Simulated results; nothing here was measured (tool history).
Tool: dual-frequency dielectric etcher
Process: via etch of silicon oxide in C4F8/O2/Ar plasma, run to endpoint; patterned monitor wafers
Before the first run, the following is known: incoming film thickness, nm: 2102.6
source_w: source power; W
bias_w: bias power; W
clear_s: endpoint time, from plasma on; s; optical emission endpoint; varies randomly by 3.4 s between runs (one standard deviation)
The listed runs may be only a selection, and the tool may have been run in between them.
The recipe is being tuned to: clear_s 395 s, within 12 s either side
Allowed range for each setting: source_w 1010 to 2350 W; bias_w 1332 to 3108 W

run 1 hour=0 | source_w=1680 bias_w=2220 | clear_s=441.57
run 2 hour=7.4 | source_w=1570 bias_w=2220 | clear_s=449.49
run 3 hour=12.9 | source_w=1570 bias_w=1977 | clear_s=469.08
run 4 hour=14.6 | source_w=1570 bias_w=1707 | clear_s=487.59
run 5 hour=16.3 | source_w=1780 bias_w=1873 | clear_s=463.38
run 6 hour=23.8 | source_w=1900 bias_w=2099 | clear_s=432.38
run 7 hour=32.1 | source_w=1990 bias_w=2177 | clear_s=416.15
run 8 hour=32.9 | source_w=2050 bias_w=2212 | clear_s=417.02
run 9 hour=36.9 | source_w=2110 bias_w=2271 | clear_s=410.25

Below are 5 possible settings for the next run. Only one of them brings all results inside the allowed miss of their targets. Which is it?
run A hour=40.9 | source_w=2350 bias_w=2789 | clear_s=?
run B hour=40.9 | source_w=2300 bias_w=2285 | clear_s=?
run C hour=40.9 | source_w=1920 bias_w=2086 | clear_s=?
run D hour=40.9 | source_w=1850 bias_w=2299 | clear_s=?
run E hour=40.9 | source_w=1900 bias_w=2315 | clear_s=?

move=A clear_s=366.48
move=B clear_s=393.44
move=C clear_s=430.78
move=D clear_s=423.01
move=E clear_s=418.31
A: the result that was furthest off in the last run now lies on the other side of its target
B: in spec on every target
C: its largest miss is bigger than the last run's
D: its largest miss is bigger than the last run's
E: its largest miss is bigger than the last run's
Move B is the one to make.

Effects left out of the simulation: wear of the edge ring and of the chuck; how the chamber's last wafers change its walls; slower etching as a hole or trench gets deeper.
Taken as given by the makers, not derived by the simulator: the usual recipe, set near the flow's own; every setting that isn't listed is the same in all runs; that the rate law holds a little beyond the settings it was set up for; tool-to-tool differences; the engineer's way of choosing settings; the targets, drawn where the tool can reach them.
